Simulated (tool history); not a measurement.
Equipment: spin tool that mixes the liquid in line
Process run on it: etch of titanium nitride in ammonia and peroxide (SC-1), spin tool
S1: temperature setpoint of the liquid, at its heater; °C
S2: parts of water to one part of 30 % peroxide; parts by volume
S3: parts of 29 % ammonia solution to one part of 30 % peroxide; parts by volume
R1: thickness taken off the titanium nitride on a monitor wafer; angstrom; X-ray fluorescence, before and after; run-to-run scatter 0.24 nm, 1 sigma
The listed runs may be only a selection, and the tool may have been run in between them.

run 1 hour=0.0 | S1=52.0 S2=7.0 S3=0.45 time_under_the_liquid_(s)=140 | R1=155.02
run 2 hour=4.2 | S1=52.0 S2=8.5 S3=0.45 time_under_the_liquid_(s)=140 | R1=139.89
run 3 hour=9.0 | S1=55.5 S2=8.5 S3=0.45 time_under_the_liquid_(s)=140 | R1=178.06
run 4 hour=16.6 | S1=58.5 S2=8.5 S3=0.45 time_under_the_liquid_(s)=140 | R1=215.27
run 5 hour=18.4 | S1=58.5 S2=8.5 S3=0.45 time_under_the_liquid_(s)=140 | R1=219.03
run 6 hour=24.1 | S1=60.5 S2=8.5 S3=0.45 time_under_the_liquid_(s)=140 | R1=249.81
run 7 hour=29.1 | S1=62.0 S2=8.5 S3=0.45 time_under_the_liquid_(s)=140 | R1=272.11
run 8 hour=36.2 | S1=63.5 S2=8.5 S3=0.45 time_under_the_liquid_(s)=140 | R1=302.51

Expected results for the next run?
run 9 hour=38.9 | S1=64.5 S2=8.5 S3=0.45 time_under_the_liquid_(s)=140 | R1=?

R1: 320.26 angstrom

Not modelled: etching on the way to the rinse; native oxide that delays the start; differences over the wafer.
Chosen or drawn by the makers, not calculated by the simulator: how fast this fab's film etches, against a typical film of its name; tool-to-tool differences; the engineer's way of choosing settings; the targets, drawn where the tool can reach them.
